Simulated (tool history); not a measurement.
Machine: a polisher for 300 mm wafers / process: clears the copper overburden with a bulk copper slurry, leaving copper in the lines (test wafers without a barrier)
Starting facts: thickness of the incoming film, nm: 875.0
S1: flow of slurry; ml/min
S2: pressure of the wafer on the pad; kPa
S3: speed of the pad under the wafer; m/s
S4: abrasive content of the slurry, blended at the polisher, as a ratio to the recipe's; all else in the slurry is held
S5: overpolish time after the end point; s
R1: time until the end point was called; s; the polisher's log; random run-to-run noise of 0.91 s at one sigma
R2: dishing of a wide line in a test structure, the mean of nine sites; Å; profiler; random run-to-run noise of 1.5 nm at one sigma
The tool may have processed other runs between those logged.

| run | hour | S1 | S2 | S3 | S4 | S5 | R1 | R2 |
|---|---|---|---|---|---|---|---|---|
| 1 | 0.0 | 230 | 13.8 | 1.08 | 1.0 | 28 | 112.620 | 613.26 |
| 2 | 1.5 | 230 | 14.5 | 1.08 | 1.0 | 28 | 104.950 | 628.14 |
| 3 | 5.8 | 230 | 15.2 | 1.08 | 1.0 | 28 | 102.340 | 658.96 |
| 4 | 8.7 | 230 | 15.9 | 1.08 | 1.0 | 27 | 97.629 | 644.13 |
| 5 | 15.7 | 230 | 16.5 | 1.08 | 1.0 | 27 | 94.087 | 650.96 |
| 6 | 18.3 | 230 | 17.2 | 1.08 | 1.0 | 27 | 87.268 | 650.92 |
|  | 25.2 | slurry nozzle cleaned |
| 7 | 25.2 | 230 | 17.2 | 1.08 | 1.0 | 28 | 86.353 | 657.03 |
| 8 | 32.5 | 230 | 17.2 | 1.08 | 1.0 | 29 | 87.003 | 683.58 |

What does the tool deliver on the next run?
| 9 | 40.0 | 230 | 18.6 | 1.08 | 1.0 | 29 | ? | ? |

{"run 9": {"R1": 80.34, "R2": 711.41}}

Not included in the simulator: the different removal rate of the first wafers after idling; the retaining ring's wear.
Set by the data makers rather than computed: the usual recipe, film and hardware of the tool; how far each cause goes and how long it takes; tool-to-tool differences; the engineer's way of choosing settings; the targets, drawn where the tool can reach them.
